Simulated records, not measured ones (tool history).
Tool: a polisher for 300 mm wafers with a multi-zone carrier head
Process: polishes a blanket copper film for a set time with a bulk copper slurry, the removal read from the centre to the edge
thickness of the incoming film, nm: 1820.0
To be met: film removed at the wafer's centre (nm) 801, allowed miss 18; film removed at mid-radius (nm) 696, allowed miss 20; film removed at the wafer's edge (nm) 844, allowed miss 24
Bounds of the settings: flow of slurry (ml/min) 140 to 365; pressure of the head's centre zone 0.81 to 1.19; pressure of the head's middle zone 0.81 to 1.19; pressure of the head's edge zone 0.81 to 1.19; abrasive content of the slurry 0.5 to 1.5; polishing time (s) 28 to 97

run,hour,flow of slurry (ml/min),pressure of the head's centre zone,pressure of the head's middle zone,pressure of the head's edge zone,abrasive content of the slurry,polishing time (s),film removed at the wafer's centre (nm),film removed at mid-radius (nm),film removed at the wafer's edge (nm)
1,0,235,1,1,1,1,62,636.06,642.65,639.2
2,6.2,235,1,1,1,1,54,550.5,556.47,549.5
3,13.2,235,1,1.07,1,1,54,557.23,586.29,552.27
4,19.6,235,1,1.07,0.94,1,54,541.13,583.5,545.06
5,23.2,290,1,1.07,0.94,1,54,558.7,587.82,541.85
6,31,290,1,1.07,0.94,1,45,464.5,485.39,459.91
7,34.3,280,0.99,1,1.01,1.15,52,547.68,547.17,561.03
8,35.2,285,1,0.97,1.05,1.25,56,614.04,592.41,612.97
# hour 43.4: worn pad replaced by a new one
9,43.4,290,0.99,0.92,1.09,1.3,60,724.33,697.98,768.21

5 next moves are on the table. One of them brings every result within its allowed miss. Which?
A,51.6,255,0.99,0.83,1.07,1.35,66,?,?,?
B,51.6,255,1.13,0.95,1.08,1.4,61,?,?,?
C,51.6,300,1.19,1.05,0.96,1.3,55,?,?,?
D,51.6,300,1.07,0.92,1.06,1.3,62,?,?,?
E,51.6,265,1.12,0.96,1.04,1.4,59,?,?,?

move,film removed at the wafer's centre (nm),film removed at mid-radius (nm),film removed at the wafer's edge (nm)
A,788.08,681.65,829.14
B,839.27,709.39,774.42
C,797.31,694.56,656.48
D,806.83,700.85,776.38
E,807.53,694.56,737.4
A: meets every target
B: takes the result that was furthest off past its target
C: brings the result that was furthest off to its target, and leaves another outside
D: brings the result that was furthest off to its target, and leaves another outside
E: brings the result that was furthest off to its target, and leaves another outside
Answer: A
